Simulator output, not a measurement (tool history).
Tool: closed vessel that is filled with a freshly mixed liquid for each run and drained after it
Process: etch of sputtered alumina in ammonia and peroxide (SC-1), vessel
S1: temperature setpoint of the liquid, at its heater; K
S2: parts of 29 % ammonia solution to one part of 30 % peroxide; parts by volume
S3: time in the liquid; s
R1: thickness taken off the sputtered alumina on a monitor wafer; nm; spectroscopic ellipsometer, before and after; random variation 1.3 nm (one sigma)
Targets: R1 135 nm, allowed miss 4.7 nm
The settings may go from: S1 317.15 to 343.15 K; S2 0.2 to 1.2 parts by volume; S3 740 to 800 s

Run 1, day 0: S1 333.15 K, S2 0.8 parts by volume, S3 740 s. Result: R1 98.331 nm.
Run 2, day 0.108: S1 335.15 K, S2 0.8 parts by volume, S3 740 s. Result: R1 109.08 nm.
Run 3, day 0.442: S1 336.15 K, S2 0.8 parts by volume, S3 740 s. Result: R1 113.57 nm.
Run 4, day 0.479: S1 336.15 K, S2 0.8 parts by volume, S3 740 s. Result: R1 113.56 nm.
Run 5, day 0.546: S1 336.15 K, S2 0.95 parts by volume, S3 740 s. Result: R1 116.54 nm.
Run 6, day 0.888: S1 336.15 K, S2 0.85 parts by volume, S3 740 s. Result: R1 113.97 nm.
Run 7, day 1.229: S1 337.15 K, S2 0.85 parts by volume, S3 740 s. Result: R1 121.38 nm.
Run 8, day 1.558: S1 337.65 K, S2 0.85 parts by volume, S3 740 s. Result: R1 123.35 nm.
Run 9, day 1.912: S1 338.15 K, S2 0.85 parts by volume, S3 740 s. Result: R1 127.31 nm.
Run 10, day 2.112: S1 338.65 K, S2 0.85 parts by volume, S3 740 s. Result: R1 129.02 nm.

4 next moves are on the table. One of them brings every result within its allowed miss. Which?
Run A, day 2.312: S1 337.15 K, S2 0.8 parts by volume, S3 770 s. Result: R1 ?.
Run B, day 2.312: S1 339.65 K, S2 0.85 parts by volume, S3 740 s. Result: R1 ?.
Run C, day 2.312: S1 337.15 K, S2 0.95 parts by volume, S3 740 s. Result: R1 ?.
Run D, day 2.312: S1 336.65 K, S2 0.8 parts by volume, S3 785 s. Result: R1 ?.

move      R1
   A  125.14
   B   136.9
   C  122.23
   D  124.43
A: further off than the last run
B: meets every target
C: further off than the last run
D: further off than the last run
Move B is the one to make.

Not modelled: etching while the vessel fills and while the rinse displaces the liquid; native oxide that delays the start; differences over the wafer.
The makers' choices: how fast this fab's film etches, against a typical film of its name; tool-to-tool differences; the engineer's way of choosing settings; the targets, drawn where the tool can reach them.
